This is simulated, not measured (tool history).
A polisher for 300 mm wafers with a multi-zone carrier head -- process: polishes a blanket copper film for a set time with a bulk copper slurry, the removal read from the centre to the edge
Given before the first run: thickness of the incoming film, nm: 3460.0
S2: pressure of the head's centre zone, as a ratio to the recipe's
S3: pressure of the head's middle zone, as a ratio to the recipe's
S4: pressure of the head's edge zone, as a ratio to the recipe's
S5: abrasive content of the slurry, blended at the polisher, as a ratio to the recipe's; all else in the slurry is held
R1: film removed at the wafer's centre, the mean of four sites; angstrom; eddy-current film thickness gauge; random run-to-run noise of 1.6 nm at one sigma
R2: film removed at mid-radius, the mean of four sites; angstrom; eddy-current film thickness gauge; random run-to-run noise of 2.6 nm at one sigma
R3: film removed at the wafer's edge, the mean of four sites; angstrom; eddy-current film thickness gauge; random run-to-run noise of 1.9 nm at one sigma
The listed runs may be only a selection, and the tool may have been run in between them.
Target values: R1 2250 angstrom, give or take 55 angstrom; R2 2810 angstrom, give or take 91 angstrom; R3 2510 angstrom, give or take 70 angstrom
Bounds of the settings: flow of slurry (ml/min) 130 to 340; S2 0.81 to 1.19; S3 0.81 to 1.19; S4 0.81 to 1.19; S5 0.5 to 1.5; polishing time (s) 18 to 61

Run 1, hour 0: flow of slurry (ml/min) 220, S2 1, S3 1, S4 1, S5 1, polishing time (s) 39. Result: R1 2680.1 angstrom, R2 2727.1 angstrom, R3 2825.7 angstrom.
Run 2, hour 6.4: flow of slurry (ml/min) 220, S2 1, S3 1, S4 1, S5 1, polishing time (s) 45. Result: R1 3093 angstrom, R2 3181.5 angstrom, R3 3225.7 angstrom.
Run 3, hour 10.2: flow of slurry (ml/min) 220, S2 1, S3 1.04, S4 1, S5 1, polishing time (s) 45. Result: R1 3099.6 angstrom, R2 3249.1 angstrom, R3 3211.4 angstrom.
Run 4, hour 10.7: flow of slurry (ml/min) 220, S2 0.95, S3 1.04, S4 1, S5 1, polishing time (s) 45. Result: R1 2959 angstrom, R2 3298.3 angstrom, R3 3223.2 angstrom.
Run 5, hour 17.9: flow of slurry (ml/min) 210, S2 0.93, S3 1.04, S4 0.96, S5 0.9, polishing time (s) 45. Result: R1 2795.6 angstrom, R2 3158.7 angstrom, R3 3095.8 angstrom.
Run 6, hour 22.7: flow of slurry (ml/min) 210, S2 1, S3 1.04, S4 0.96, S5 0.9, polishing time (s) 45. Result: R1 3005.8 angstrom, R2 3181.4 angstrom, R3 3017.4 angstrom.
Run 7, hour 29: flow of slurry (ml/min) 200, S2 0.96, S3 1.04, S4 0.93, S5 0.8, polishing time (s) 45. Result: R1 2783.2 angstrom, R2 3079.7 angstrom, R3 2918.3 angstrom.
Run 8, hour 36: flow of slurry (ml/min) 190, S2 0.94, S3 1.05, S4 0.91, S5 0.75, polishing time (s) 45. Result: R1 2728 angstrom, R2 3050.4 angstrom, R3 2858.6 angstrom.
Run 9, hour 43.7: flow of slurry (ml/min) 175, S2 0.84, S3 1.09, S4 0.84, S5 0.5, polishing time (s) 43. Result: R1 2130.3 angstrom, R2 2727.8 angstrom, R3 2389.2 angstrom.

Pick the move, out of 4, that brings all results within their allowed miss; only one does.
Run A, hour 51.4: flow of slurry (ml/min) 210, S2 0.94, S3 1.12, S4 0.83, S5 0.6, polishing time (s) 41. Result: R1 ?, R2 ?, R3 ?.
Run B, hour 51.4: flow of slurry (ml/min) 145, S2 0.91, S3 1.06, S4 0.81, S5 0.5, polishing time (s) 46. Result: R1 ?, R2 ?, R3 ?.
Run C, hour 51.4: flow of slurry (ml/min) 250, S2 0.92, S3 0.99, S4 0.9, S5 0.55, polishing time (s) 42. Result: R1 ?, R2 ?, R3 ?.
Run D, hour 51.4: flow of slurry (ml/min) 165, S2 0.86, S3 1.07, S4 0.84, S5 0.5, polishing time (s) 45. Result: R1 ?, R2 ?, R3 ?.

move      R1      R2      R3
   A  2381.4  2850.6  2378.7
   B  2392.7  2828.4  2473.7
   C  2384.7  2618.7  2507.6
   D  2255.9  2825.5  2479.6
A: pushes the last run's worst result past its target
B: pushes the last run's worst result past its target
C: pushes the last run's worst result past its target
D: each result inside its tolerance
Answer: D

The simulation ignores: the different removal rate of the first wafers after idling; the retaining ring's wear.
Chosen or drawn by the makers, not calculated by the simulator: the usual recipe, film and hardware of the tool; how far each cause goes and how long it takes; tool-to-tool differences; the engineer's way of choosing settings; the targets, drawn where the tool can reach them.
